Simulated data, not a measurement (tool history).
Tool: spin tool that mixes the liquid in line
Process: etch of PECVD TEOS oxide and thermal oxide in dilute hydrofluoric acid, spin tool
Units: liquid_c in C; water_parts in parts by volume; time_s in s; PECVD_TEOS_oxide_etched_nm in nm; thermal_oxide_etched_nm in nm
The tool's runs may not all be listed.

run	hour	liquid_c	water_parts	time_s	PECVD_TEOS_oxide_etched_nm	thermal_oxide_etched_nm
1	0	25	95	180	18.597	10.093
2	4.7	22.5	105	180	15.021	8.0695
3	8.5	22.5	130	180	11.758	6.3307
4	13.2	22.5	105	180	14.97	8.0531
5	18.1	22.5	135	180	11.235	6.0823
# hour 20.8: thermometer replaced
6	20.8	21	135	180	10.067	5.4938

Run 7 is up next; what results do you expect?
7	22.6	20.5	135	180	?	?

PECVD_TEOS_oxide_etched_nm: 9.9433 nm
thermal_oxide_etched_nm: 5.3709 nm

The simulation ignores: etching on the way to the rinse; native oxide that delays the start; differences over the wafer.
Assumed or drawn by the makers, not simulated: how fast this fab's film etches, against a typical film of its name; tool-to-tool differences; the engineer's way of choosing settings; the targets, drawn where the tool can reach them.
